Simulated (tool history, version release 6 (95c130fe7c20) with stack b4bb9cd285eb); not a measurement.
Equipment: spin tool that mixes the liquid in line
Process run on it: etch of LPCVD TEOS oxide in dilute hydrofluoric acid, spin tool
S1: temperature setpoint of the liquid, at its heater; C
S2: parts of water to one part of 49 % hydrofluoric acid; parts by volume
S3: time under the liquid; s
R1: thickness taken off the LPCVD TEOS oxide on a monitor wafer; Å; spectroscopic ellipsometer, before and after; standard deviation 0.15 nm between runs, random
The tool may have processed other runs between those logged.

Run 1, hour 0.0: S1 22.0 C, S2 205 parts by volume, S3 185 s. Result: R1 281.23 Å.
Run 2, hour 2.3: S1 24.0 C, S2 205 parts by volume, S3 185 s. Result: R1 304.30 Å.
Run 3, hour 6.3: S1 24.0 C, S2 205 parts by volume, S3 185 s. Result: R1 304.09 Å.
Run 4, hour 12.7: S1 24.0 C, S2 230 parts by volume, S3 185 s. Result: R1 265.68 Å.
Run 5, hour 19.3: S1 24.0 C, S2 230 parts by volume, S3 200 s. Result: R1 286.72 Å.
Run 6, hour 27.9: S1 24.0 C, S2 230 parts by volume, S3 185 s. Result: R1 264.77 Å.
Run 7, hour 29.4: S1 25.5 C, S2 225 parts by volume, S3 185 s. Result: R1 289.60 Å.
Run 8, hour 36.0: S1 26.5 C, S2 220 parts by volume, S3 185 s. Result: R1 306.52 Å.
Run 9, hour 37.7: S1 27.5 C, S2 215 parts by volume, S3 185 s. Result: R1 328.04 Å.
Run 10, hour 46.0: S1 28.0 C, S2 210 parts by volume, S3 185 s. Result: R1 344.21 Å.

Run 11 has not been measured yet. What should we expect?
Run 11, hour 48.9: S1 28.5 C, S2 205 parts by volume, S3 185 s. Result: R1 ?.

{"run 11": {"R1": 361.57}}

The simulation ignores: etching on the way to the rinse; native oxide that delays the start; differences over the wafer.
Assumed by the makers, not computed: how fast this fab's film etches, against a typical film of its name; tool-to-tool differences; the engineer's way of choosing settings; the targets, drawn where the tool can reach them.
